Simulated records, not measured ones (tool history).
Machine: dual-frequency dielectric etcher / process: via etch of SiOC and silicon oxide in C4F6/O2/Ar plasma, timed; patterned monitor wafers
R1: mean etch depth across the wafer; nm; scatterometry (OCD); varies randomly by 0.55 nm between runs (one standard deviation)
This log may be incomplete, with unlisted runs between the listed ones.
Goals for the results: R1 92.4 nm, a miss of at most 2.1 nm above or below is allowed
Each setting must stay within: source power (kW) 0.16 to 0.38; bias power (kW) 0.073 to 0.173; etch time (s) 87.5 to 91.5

{"run": 1, "hour": 0.0, "source power (kW)": 0.27, "bias power (kW)": 0.123, "etch time (s)": 87.5, "R1": 72.988}
{"run": 2, "hour": 5.6, "source power (kW)": 0.28, "bias power (kW)": 0.128, "etch time (s)": 88, "R1": 75.627}
{"run": 3, "hour": 6.5, "source power (kW)": 0.28, "bias power (kW)": 0.144, "etch time (s)": 88, "R1": 79.489}
{"run": 4, "hour": 11.0, "source power (kW)": 0.28, "bias power (kW)": 0.144, "etch time (s)": 87.5, "R1": 78.003}
{"run": 5, "hour": 11.8, "source power (kW)": 0.29, "bias power (kW)": 0.146, "etch time (s)": 87.5, "R1": 80.192}
{"run": 6, "hour": 19.9, "source power (kW)": 0.29, "bias power (kW)": 0.146, "etch time (s)": 87.5, "R1": 79.682}
{"run": 7, "hour": 23.3, "source power (kW)": 0.3, "bias power (kW)": 0.149, "etch time (s)": 87.5, "R1": 81.063}
{"run": 8, "hour": 26.3, "source power (kW)": 0.31, "bias power (kW)": 0.152, "etch time (s)": 87.5, "R1": 83.141}

Pick the move, out of 4, that brings all results within their allowed miss; only one does.
{"run": "A", "hour": 29.3, "source power (kW)": 0.34, "bias power (kW)": 0.148, "etch time (s)": 89, "R1": "?"}
{"run": "B", "hour": 29.3, "source power (kW)": 0.33, "bias power (kW)": 0.164, "etch time (s)": 91.5, "R1": "?"}
{"run": "C", "hour": 29.3, "source power (kW)": 0.33, "bias power (kW)": 0.146, "etch time (s)": 87.5, "R1": "?"}
{"run": "D", "hour": 29.3, "source power (kW)": 0.31, "bias power (kW)": 0.132, "etch time (s)": 89, "R1": "?"}

move=A R1=87.754
move=B R1=91.961
move=C R1=84.749
move=D R1=81.171
A: gains on the last run, yet a result remains outside its allowed miss
B: meets every target
C: gains on the last run, yet a result remains outside its allowed miss
D: further off than the last run
Answer: B
